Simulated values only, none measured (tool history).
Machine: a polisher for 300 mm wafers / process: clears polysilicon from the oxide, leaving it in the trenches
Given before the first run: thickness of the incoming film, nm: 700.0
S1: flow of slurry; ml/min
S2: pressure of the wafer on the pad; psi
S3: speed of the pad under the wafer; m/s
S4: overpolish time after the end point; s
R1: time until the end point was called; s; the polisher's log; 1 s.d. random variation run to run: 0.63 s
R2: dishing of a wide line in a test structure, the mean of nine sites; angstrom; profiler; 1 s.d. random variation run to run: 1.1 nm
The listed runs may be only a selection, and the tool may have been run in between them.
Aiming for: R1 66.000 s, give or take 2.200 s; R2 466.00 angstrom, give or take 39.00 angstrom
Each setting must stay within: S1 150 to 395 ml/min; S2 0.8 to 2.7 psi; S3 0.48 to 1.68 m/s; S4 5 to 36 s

{"run": 1, "hour": 0.0, "S1": 250, "S2": 1.7, "S3": 1.08, "S4": 18, "R1": 96.183, "R2": 452.74}
{"run": 2, "hour": 7.7, "S1": 250, "S2": 1.8, "S3": 1.08, "S4": 17, "R1": 89.858, "R2": 452.05}
{"run": 3, "hour": 9.4, "S1": 250, "S2": 1.9, "S3": 1.08, "S4": 17, "R1": 86.142, "R2": 451.62}
{"run": 4, "hour": 15.0, "S1": 250, "S2": 1.9, "S3": 1.08, "S4": 10, "R1": 86.348, "R2": 400.13}
{"run": 5, "hour": 20.1, "S1": 250, "S2": 2.1, "S3": 1.08, "S4": 10, "R1": 77.798, "R2": 416.17}
{"run": 6, "hour": 27.4, "S1": 250, "S2": 2.1, "S3": 1.18, "S4": 10, "R1": 72.56, "R2": 412.09}
{"run": 7, "hour": 31.4, "S1": 250, "S2": 2.1, "S3": 1.18, "S4": 12, "R1": 71.531, "R2": 424.37}
{"run": 8, "hour": 35.9, "S1": 250, "S2": 2.1, "S3": 1.18, "S4": 13, "R1": 72.574, "R2": 452.59}

Exercise: of the 4 proposed moves below, exactly one satisfies all targets within the stated allowed misses. Which move is it?
{"run": "A", "hour": 40.4, "S1": 260, "S2": 2.3, "S3": 1.18, "S4": 13, "R1": "?", "R2": "?"}
{"run": "B", "hour": 40.4, "S1": 230, "S2": 2.1, "S3": 1.22, "S4": 15, "R1": "?", "R2": "?"}
{"run": "C", "hour": 40.4, "S1": 220, "S2": 2.3, "S3": 1.12, "S4": 22, "R1": "?", "R2": "?"}
{"run": "D", "hour": 40.4, "S1": 310, "S2": 1.9, "S3": 1.32, "S4": 19, "R1": "?", "R2": "?"}

move=A R1=66.329 R2=435.70
move=B R1=71.396 R2=439.55
move=C R1=70.970 R2=451.56
move=D R1=70.919 R2=448.67
A: hits every target within its allowed miss
B: closer than the last run, but not yet in spec
C: closer than the last run, but not yet in spec
D: closer than the last run, but not yet in spec
The move that meets every target is A.
